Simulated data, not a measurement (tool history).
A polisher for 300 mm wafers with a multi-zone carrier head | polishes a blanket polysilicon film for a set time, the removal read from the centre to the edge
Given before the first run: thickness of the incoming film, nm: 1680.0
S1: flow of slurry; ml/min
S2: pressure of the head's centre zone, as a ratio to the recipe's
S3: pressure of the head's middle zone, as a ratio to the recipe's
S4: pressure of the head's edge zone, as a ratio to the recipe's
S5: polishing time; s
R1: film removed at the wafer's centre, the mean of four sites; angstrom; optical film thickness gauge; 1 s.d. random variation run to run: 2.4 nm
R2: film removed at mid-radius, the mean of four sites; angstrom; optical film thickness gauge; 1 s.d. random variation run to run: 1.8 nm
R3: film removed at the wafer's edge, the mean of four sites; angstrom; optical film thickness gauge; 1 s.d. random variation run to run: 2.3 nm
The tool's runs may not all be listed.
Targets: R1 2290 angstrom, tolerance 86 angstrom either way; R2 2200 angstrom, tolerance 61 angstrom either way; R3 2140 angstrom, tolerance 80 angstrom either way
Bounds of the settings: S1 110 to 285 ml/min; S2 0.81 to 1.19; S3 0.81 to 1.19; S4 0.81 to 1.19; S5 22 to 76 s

{"run": 1, "hour": 0.0, "S1": 180, "S2": 1, "S3": 1, "S4": 1, "S5": 49, "R1": 3506.2, "R2": 3553.7, "R3": 3487.5}
{"run": 2, "hour": 0.8, "S1": 175, "S2": 1, "S3": 0.98, "S4": 0.97, "S5": 45, "R1": 3279.1, "R2": 3152.7, "R3": 3186.6}
{"run": 3, "hour": 5.8, "S1": 175, "S2": 1, "S3": 0.98, "S4": 0.97, "S5": 39, "R1": 2758.8, "R2": 2706.3, "R3": 2777}
{"run": 4, "hour": 6.5, "S1": 175, "S2": 1, "S3": 0.98, "S4": 0.91, "S5": 39, "R1": 2785.2, "R2": 2728.4, "R3": 2654.3}
{"run": 5, "hour": 13.4, "S1": 170, "S2": 0.99, "S3": 0.97, "S4": 0.89, "S5": 38, "R1": 2655.2, "R2": 2627, "R3": 2558.5}
{"run": 6, "hour": 20.5, "S1": 165, "S2": 0.99, "S3": 0.96, "S4": 0.87, "S5": 37, "R1": 2541.8, "R2": 2491.1, "R3": 2443.8}
{"run": 7, "hour": 26.9, "S1": 160, "S2": 0.99, "S3": 0.96, "S4": 0.86, "S5": 36, "R1": 2480.4, "R2": 2438.6, "R3": 2389.3}
{"run": 8, "hour": 28.7, "S1": 160, "S2": 0.99, "S3": 0.96, "S4": 0.85, "S5": 35, "R1": 2370, "R2": 2345.1, "R3": 2369.3}
{"run": 9, "hour": 32.3, "S1": 165, "S2": 1, "S3": 0.96, "S4": 0.84, "S5": 34, "R1": 2345.8, "R2": 2302.4, "R3": 2261.1}
{"run": 10, "hour": 34.2, "S1": 165, "S2": 1.01, "S3": 0.96, "S4": 0.83, "S5": 34, "R1": 2423.9, "R2": 2297.7, "R3": 2192.4}
{"run": 11, "hour": 41.4, "S1": 160, "S2": 1.01, "S3": 0.96, "S4": 0.83, "S5": 34, "R1": 2376, "R2": 2321.7, "R3": 2203.9}
{"run": 12, "hour": 47.4, "S1": 155, "S2": 1.01, "S3": 0.95, "S4": 0.83, "S5": 34, "R1": 2353.7, "R2": 2284.7, "R3": 2197.6}

4 candidate next runs follow, results not yet known. Just one meets every target within its allowed miss. Identify it.
{"run": "A", "hour": 53.4, "S1": 180, "S2": 1.01, "S3": 0.89, "S4": 0.88, "S5": 32, "R1": "?", "R2": "?", "R3": "?"}
{"run": "B", "hour": 53.4, "S1": 170, "S2": 1.01, "S3": 0.95, "S4": 0.83, "S5": 32, "R1": "?", "R2": "?", "R3": "?"}
{"run": "C", "hour": 53.4, "S1": 115, "S2": 1.04, "S3": 0.99, "S4": 0.81, "S5": 36, "R1": "?", "R2": "?", "R3": "?"}
{"run": "D", "hour": 53.4, "S1": 110, "S2": 0.99, "S3": 1.01, "S4": 0.82, "S5": 37, "R1": "?", "R2": "?", "R3": "?"}

move=A R1=2303.7 R2=2080.9 R3=2180.6
move=B R1=2278.2 R2=2173.8 R3=2109.9
move=C R1=2378.6 R2=2307.2 R3=2199.3
move=D R1=2290.9 R2=2379.6 R3=2250.2
A: pushes the last run's worst result past its target
B: hits every target within its allowed miss
C: moves away from the targets compared with the last run
D: moves away from the targets compared with the last run
So the answer is move B, the one that meets all the targets.

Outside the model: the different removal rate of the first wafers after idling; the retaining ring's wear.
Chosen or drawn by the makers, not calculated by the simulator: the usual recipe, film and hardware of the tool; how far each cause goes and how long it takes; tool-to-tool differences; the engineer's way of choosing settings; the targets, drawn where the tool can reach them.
